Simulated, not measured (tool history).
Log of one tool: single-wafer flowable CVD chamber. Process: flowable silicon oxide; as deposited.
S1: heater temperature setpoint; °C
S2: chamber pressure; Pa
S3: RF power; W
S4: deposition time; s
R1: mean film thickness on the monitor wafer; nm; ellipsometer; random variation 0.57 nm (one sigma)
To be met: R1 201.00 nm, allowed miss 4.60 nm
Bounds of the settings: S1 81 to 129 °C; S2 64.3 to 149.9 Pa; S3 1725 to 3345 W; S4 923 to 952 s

{"run": 1, "day": 0.0, "S1": 105, "S2": 107.1, "S3": 2535, "S4": 923, "R1": 501.36}
{"run": 2, "day": 0.058, "S1": 109, "S2": 105.3, "S3": 2530, "S4": 923, "R1": 435.23}
{"run": 3, "day": 0.121, "S1": 109, "S2": 95.9, "S3": 2530, "S4": 923, "R1": 397.81}
{"run": 4, "day": 0.433, "S1": 115, "S2": 95.9, "S3": 2530, "S4": 923, "R1": 331.61}
{"run": 5, "day": 0.571, "S1": 115, "S2": 105.6, "S3": 2530, "S4": 923, "R1": 365.48}
{"run": 6, "day": 0.788, "S1": 117, "S2": 102.8, "S3": 2525, "S4": 923, "R1": 334.38}
{"run": 7, "day": 0.904, "S1": 119, "S2": 100.4, "S3": 2520, "S4": 923, "R1": 307.13}
{"run": 8, "day": 0.962, "S1": 121, "S2": 98.4, "S3": 2515, "S4": 923, "R1": 284.66}
{"run": 9, "day": 1.229, "S1": 122, "S2": 96.5, "S3": 2510, "S4": 923, "R1": 272.58}
{"run": 10, "day": 1.312, "S1": 123, "S2": 94.8, "S3": 2510, "S4": 923, "R1": 261.85}
{"run": 11, "day": 1.612, "S1": 124, "S2": 93.2, "S3": 2510, "S4": 923, "R1": 250.4}
{"run": 12, "day": 1.817, "S1": 124, "S2": 93.2, "S3": 2510, "S4": 923, "R1": 251.74}

4 next moves are on the table. One of them brings every result within its allowed miss. Which?
{"run": "A", "day": 2.021, "S1": 129, "S2": 88.7, "S3": 2630, "S4": 923, "R1": "?"}
{"run": "B", "day": 2.021, "S1": 116, "S2": 88.8, "S3": 2590, "S4": 944, "R1": "?"}
{"run": "C", "day": 2.021, "S1": 129, "S2": 86.9, "S3": 2885, "S4": 930, "R1": "?"}
{"run": "D", "day": 2.021, "S1": 127, "S2": 80.8, "S3": 2530, "S4": 923, "R1": "?"}

move=A R1=211.44
move=B R1=306.09
move=C R1=211.68
move=D R1=202.05
A: nearer than the last run, and not there yet
B: further off than the last run
C: nearer than the last run, and not there yet
D: meets every target
The right move is D.
